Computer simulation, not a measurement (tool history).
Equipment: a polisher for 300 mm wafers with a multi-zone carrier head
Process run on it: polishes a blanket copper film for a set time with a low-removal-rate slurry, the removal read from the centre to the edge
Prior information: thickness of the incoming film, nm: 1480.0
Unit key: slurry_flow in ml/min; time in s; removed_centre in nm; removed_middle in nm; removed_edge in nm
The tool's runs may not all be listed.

{"run": 1, "hour": 0.0, "slurry_flow": 175, "centre_zone": 1, "middle_zone": 1, "edge_zone": 1, "slurry_solids": 1, "time": 89, "removed_centre": 230.47, "removed_middle": 228.76, "removed_edge": 237}
{"run": 2, "hour": 2.1, "slurry_flow": 145, "centre_zone": 1, "middle_zone": 1, "edge_zone": 1, "slurry_solids": 1, "time": 89, "removed_centre": 226.7, "removed_middle": 225.14, "removed_edge": 230.12}
{"run": 3, "hour": 3.6, "slurry_flow": 145, "centre_zone": 1, "middle_zone": 0.96, "edge_zone": 1, "slurry_solids": 1, "time": 89, "removed_centre": 233.13, "removed_middle": 220.48, "removed_edge": 225.25}
{"run": 4, "hour": 9.7, "slurry_flow": 140, "centre_zone": 0.99, "middle_zone": 0.95, "edge_zone": 0.99, "slurry_solids": 0.95, "time": 85, "removed_centre": 207.37, "removed_middle": 200.33, "removed_edge": 219.82}
{"run": 5, "hour": 18.7, "slurry_flow": 140, "centre_zone": 0.92, "middle_zone": 0.95, "edge_zone": 0.99, "slurry_solids": 0.95, "time": 85, "removed_centre": 199.35, "removed_middle": 206.94, "removed_edge": 220.73}
{"run": 6, "hour": 22.0, "slurry_flow": 135, "centre_zone": 0.95, "middle_zone": 0.97, "edge_zone": 0.97, "slurry_solids": 0.95, "time": 80, "removed_centre": 194.37, "removed_middle": 194.38, "removed_edge": 198.29}

Run 7 comes next. What will it give?
{"run": 7, "hour": 25.9, "slurry_flow": 135, "centre_zone": 0.95, "middle_zone": 0.97, "edge_zone": 0.96, "slurry_solids": 0.9, "time": 77, "removed_centre": "?", "removed_middle": "?", "removed_edge": "?"}

removed_centre: 179.77 nm
removed_middle: 186.14 nm
removed_edge: 196.21 nm
